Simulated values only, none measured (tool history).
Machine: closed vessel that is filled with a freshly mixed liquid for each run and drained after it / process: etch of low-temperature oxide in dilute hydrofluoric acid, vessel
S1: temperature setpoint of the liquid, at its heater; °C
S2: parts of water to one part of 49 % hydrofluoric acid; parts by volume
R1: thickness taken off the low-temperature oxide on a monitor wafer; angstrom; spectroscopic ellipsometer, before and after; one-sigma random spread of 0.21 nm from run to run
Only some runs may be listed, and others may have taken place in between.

{"run": 1, "hour": 0.0, "S1": 21, "S2": 55, "time in the liquid (s)": 95, "R1": 198.01}
{"run": 2, "hour": 8.1, "S1": 23, "S2": 55, "time in the liquid (s)": 95, "R1": 211.99}
{"run": 3, "hour": 8.7, "S1": 20, "S2": 55, "time in the liquid (s)": 95, "R1": 187.26}
{"run": 4, "hour": 13.5, "S1": 22.5, "S2": 50, "time in the liquid (s)": 95, "R1": 232.26}
{"run": 5, "hour": 17.3, "S1": 24.5, "S2": 50, "time in the liquid (s)": 95, "R1": 253.95}
{"run": 6, "hour": 25.6, "S1": 22, "S2": 50, "time in the liquid (s)": 95, "R1": 229.65}
{"hour": 29.5, "done": "hydrofluoric acid flow meter replaced"}
{"run": 7, "hour": 29.5, "S1": 24, "S2": 50, "time in the liquid (s)": 95, "R1": 270.11}
{"run": 8, "hour": 32.6, "S1": 24.5, "S2": 50, "time in the liquid (s)": 95, "R1": 275.21}

Run 9, settings as shown, results not yet in. Your forecast:
{"run": 9, "hour": 40.3, "S1": 25, "S2": 50, "time in the liquid (s)": 95, "R1": "?"}

{"run 9": {"R1": 281.7}}
